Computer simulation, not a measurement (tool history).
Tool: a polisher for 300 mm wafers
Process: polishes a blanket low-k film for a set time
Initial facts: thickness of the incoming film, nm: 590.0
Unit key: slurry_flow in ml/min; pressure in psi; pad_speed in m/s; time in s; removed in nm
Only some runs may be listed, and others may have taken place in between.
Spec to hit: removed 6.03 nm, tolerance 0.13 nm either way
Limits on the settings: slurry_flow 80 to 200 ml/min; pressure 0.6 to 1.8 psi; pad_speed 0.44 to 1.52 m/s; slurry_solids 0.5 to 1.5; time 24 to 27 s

run,hour,slurry_flow,pressure,pad_speed,slurry_solids,time,removed
1,0,130,1.2,0.98,1,27,7.6291
2,0.8,130,1.2,0.98,1,24,6.8003
3,3.7,125,1.2,0.98,1,24,6.7462
4,5.1,125,1.2,0.98,1.2,24,7.1968
5,8.4,110,1.2,0.98,1.2,24,7.0667
6,13.9,105,1.2,0.98,1.2,24,6.9791
7,18.1,100,1.2,0.98,1.2,24,6.9404
8,19.3,90,1.1,0.98,1.2,24,6.2229
9,22.6,85,1.1,0.98,1.2,24,6.2529

Exercise: of the 5 proposed moves below, exactly one satisfies all targets within the stated allowed misses. Which move is it?
A,25.9,100,0.7,1.44,1.1,25,?
B,25.9,110,1,0.88,1.4,25,?
C,25.9,90,1.1,0.88,1.05,25,?
D,25.9,80,1.3,0.84,1.3,24,?
E,25.9,80,0.9,1.02,1.25,26,?

move,removed
A,5.76
B,6.0693
C,5.7674
D,6.628
E,5.7961
A: the result that was furthest off in the last run now lies on the other side of its target
B: hits every target within its allowed miss
C: the result that was furthest off in the last run now lies on the other side of its target
D: moves away from the targets compared with the last run
E: the result that was furthest off in the last run now lies on the other side of its target
B is the move that brings every result within its allowed miss.
